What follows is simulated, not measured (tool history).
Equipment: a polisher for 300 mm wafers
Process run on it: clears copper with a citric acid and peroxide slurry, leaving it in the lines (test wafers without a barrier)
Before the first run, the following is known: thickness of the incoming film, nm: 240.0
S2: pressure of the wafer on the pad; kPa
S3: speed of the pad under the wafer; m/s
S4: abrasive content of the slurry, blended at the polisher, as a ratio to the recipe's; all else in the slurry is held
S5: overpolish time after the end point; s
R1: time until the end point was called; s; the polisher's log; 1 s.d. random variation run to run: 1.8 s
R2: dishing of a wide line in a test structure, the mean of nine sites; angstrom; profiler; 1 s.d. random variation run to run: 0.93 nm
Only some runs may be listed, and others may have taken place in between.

Run 1, hour 0: flow of slurry (ml/min) 235, S2 14.5 kPa, S3 1.38 m/s, S4 1, S5 27 s. Result: R1 118.17 s, R2 401.16 angstrom.
Run 2, hour 4.4: flow of slurry (ml/min) 235, S2 13.8 kPa, S3 1.38 m/s, S4 1, S5 29 s. Result: R1 122.23 s, R2 393.53 angstrom.
Run 3, hour 6.2: flow of slurry (ml/min) 235, S2 13.1 kPa, S3 1.36 m/s, S4 1, S5 32 s. Result: R1 129.57 s, R2 421.23 angstrom.
Run 4, hour 14.3: flow of slurry (ml/min) 235, S2 12.4 kPa, S3 1.36 m/s, S4 1, S5 33 s. Result: R1 141.15 s, R2 397.39 angstrom.
Run 5, hour 16.1: flow of slurry (ml/min) 235, S2 12.4 kPa, S3 1.36 m/s, S4 1, S5 34 s. Result: R1 137.86 s, R2 406.63 angstrom.
Run 6, hour 21.3: flow of slurry (ml/min) 235, S2 12.4 kPa, S3 1.16 m/s, S4 1, S5 34 s. Result: R1 158.13 s, R2 366.76 angstrom.

Run 7 has not been measured yet. What should we expect?
Run 7, hour 24: flow of slurry (ml/min) 235, S2 12.4 kPa, S3 1.16 m/s, S4 1, S5 35 s. Result: R1 ?, R2 ?.

Logged for run 7: R1 152.71 s, R2 383.62 angstrom.

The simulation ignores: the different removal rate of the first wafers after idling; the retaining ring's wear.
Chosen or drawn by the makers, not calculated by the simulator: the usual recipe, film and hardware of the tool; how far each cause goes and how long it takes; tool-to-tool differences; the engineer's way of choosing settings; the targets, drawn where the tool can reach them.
